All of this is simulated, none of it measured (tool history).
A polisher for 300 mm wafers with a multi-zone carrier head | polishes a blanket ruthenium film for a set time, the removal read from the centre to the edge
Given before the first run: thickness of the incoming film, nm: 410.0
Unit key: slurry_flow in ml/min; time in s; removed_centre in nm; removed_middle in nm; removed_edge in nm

{"run": 1, "hour": 0.0, "slurry_flow": 315, "centre_zone": 1, "middle_zone": 1, "edge_zone": 1, "time": 79, "removed_centre": 86.713, "removed_middle": 94.757, "removed_edge": 97.062}
{"run": 2, "hour": 4.3, "slurry_flow": 305, "centre_zone": 0.97, "middle_zone": 0.96, "edge_zone": 0.98, "time": 76, "removed_centre": 80.42, "removed_middle": 89.132, "removed_edge": 92.26}
{"run": 3, "hour": 12.7, "slurry_flow": 305, "centre_zone": 0.91, "middle_zone": 0.96, "edge_zone": 0.98, "time": 76, "removed_centre": 75.776, "removed_middle": 87.948, "removed_edge": 91.174}
{"run": 4, "hour": 14.0, "slurry_flow": 300, "centre_zone": 0.9, "middle_zone": 0.93, "edge_zone": 0.98, "time": 74, "removed_centre": 72.782, "removed_middle": 83.953, "removed_edge": 88.521}
{"run": 5, "hour": 22.6, "slurry_flow": 300, "centre_zone": 0.9, "middle_zone": 0.93, "edge_zone": 0.92, "time": 74, "removed_centre": 72.735, "removed_middle": 84.29, "removed_edge": 87.017}
{"run": 6, "hour": 29.2, "slurry_flow": 300, "centre_zone": 0.9, "middle_zone": 0.93, "edge_zone": 0.88, "time": 74, "removed_centre": 72.154, "removed_middle": 82.558, "removed_edge": 86.754}
{"run": 7, "hour": 34.9, "slurry_flow": 290, "centre_zone": 0.89, "middle_zone": 0.9, "edge_zone": 0.88, "time": 73, "removed_centre": 70.178, "removed_middle": 80.394, "removed_edge": 85.386}
{"run": 8, "hour": 42.8, "slurry_flow": 285, "centre_zone": 0.89, "middle_zone": 0.88, "edge_zone": 0.9, "time": 71, "removed_centre": 68.555, "removed_middle": 77.628, "removed_edge": 82.974}
{"run": 9, "hour": 51.8, "slurry_flow": 295, "centre_zone": 0.89, "middle_zone": 0.86, "edge_zone": 0.93, "time": 69, "removed_centre": 65.809, "removed_middle": 75.104, "removed_edge": 81.576}

The next listed run, before its measurement:
{"hour": 60.5, "done": "centre zone pressure recalibrated"}
{"run": 10, "hour": 60.5, "slurry_flow": 295, "centre_zone": 0.89, "middle_zone": 0.86, "edge_zone": 0.93, "time": 69, "removed_centre": "?", "removed_middle": "?", "removed_edge": "?"}

For run 10 the tool returned removed_centre 72.84 nm, removed_middle 74.041 nm, removed_edge 82.37 nm.
